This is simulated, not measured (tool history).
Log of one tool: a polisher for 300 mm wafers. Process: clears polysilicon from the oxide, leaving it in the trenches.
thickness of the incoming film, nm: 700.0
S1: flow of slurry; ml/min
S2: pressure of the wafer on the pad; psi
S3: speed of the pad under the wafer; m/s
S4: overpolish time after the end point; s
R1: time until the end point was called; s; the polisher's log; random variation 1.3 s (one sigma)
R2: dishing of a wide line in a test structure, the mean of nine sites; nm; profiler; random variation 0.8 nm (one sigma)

Run 1, hour 0: S1 260 ml/min, S2 1.7 psi, S3 1.2 m/s, S4 26 s. Result: R1 71.293 s, R2 45.153 nm.
Run 2, hour 7.4: S1 260 ml/min, S2 1.7 psi, S3 1.2 m/s, S4 16 s. Result: R1 73.518 s, R2 43.307 nm.
Run 3, hour 10: S1 260 ml/min, S2 1.7 psi, S3 1.2 m/s, S4 12 s. Result: R1 73.413 s, R2 38.472 nm.
Run 4, hour 16.8: S1 260 ml/min, S2 1.7 psi, S3 1.2 m/s, S4 18 s. Result: R1 72.611 s, R2 43.218 nm.
Run 5, hour 23.9: S1 260 ml/min, S2 1.6 psi, S3 1.2 m/s, S4 20 s. Result: R1 77.854 s, R2 44.58 nm.
Run 6, hour 27.5: S1 235 ml/min, S2 1.6 psi, S3 1.2 m/s, S4 20 s. Result: R1 76.661 s, R2 43.704 nm.
Run 7, hour 32.7: S1 235 ml/min, S2 1.6 psi, S3 1.2 m/s, S4 20 s. Result: R1 78.263 s, R2 44.061 nm.

Run 8 comes next. What will it give?
Run 8, hour 34: S1 235 ml/min, S2 1.5 psi, S3 1.2 m/s, S4 20 s. Result: R1 ?, R2 ?.

R1: 82.136 s
R2: 44.067 nm
